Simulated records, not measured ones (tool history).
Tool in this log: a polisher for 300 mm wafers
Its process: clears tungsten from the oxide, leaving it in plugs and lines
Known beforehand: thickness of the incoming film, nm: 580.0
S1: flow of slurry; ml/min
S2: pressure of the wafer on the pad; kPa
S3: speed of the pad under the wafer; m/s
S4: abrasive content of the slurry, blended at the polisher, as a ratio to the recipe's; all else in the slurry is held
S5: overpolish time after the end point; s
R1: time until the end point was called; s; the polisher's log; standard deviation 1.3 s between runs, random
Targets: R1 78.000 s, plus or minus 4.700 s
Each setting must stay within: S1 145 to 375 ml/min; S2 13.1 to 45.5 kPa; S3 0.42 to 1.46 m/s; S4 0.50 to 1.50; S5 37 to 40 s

run  hour   S1    S2    S3    S4  S5       R1
  1   0.0  240  29.0  0.94  1.00  37  117.740
  2   2.7  240  29.0  0.94  0.80  37  124.890
  3   6.1  295  29.0  0.94  0.80  37  123.350
  4   9.9  295  29.0  0.72  0.80  37  137.730
  5  18.4  295  31.0  0.74  0.80  37  130.490
  6  23.0  295  32.4  0.76  0.80  37  123.130
  7  26.5  295  33.8  0.78  0.80  37  117.440
  8  27.2  295  35.2  0.80  0.80  37  112.000
  9  33.6  295  36.5  0.82  0.80  37  105.530
 10  36.0  295  37.9  0.84  0.80  37  102.600
 11  36.9  295  38.6  0.86  0.80  37   97.396

Which of these 4 next moves meets every target?
  A  37.8  220  33.1  0.82  0.70  40   ?
  B  37.8  295  42.7  1.02  1.00  37   ?
  C  37.8  270  34.5  0.86  0.75  40   ?
  D  37.8  255  33.1  0.56  0.95  37   ?

move       R1
   A  125.720
   B   77.867
   C  113.290
   D  142.290
A: further off than the last run
B: every result lands within tolerance
C: further off than the last run
D: further off than the last run
Go with B: it meets all targets.
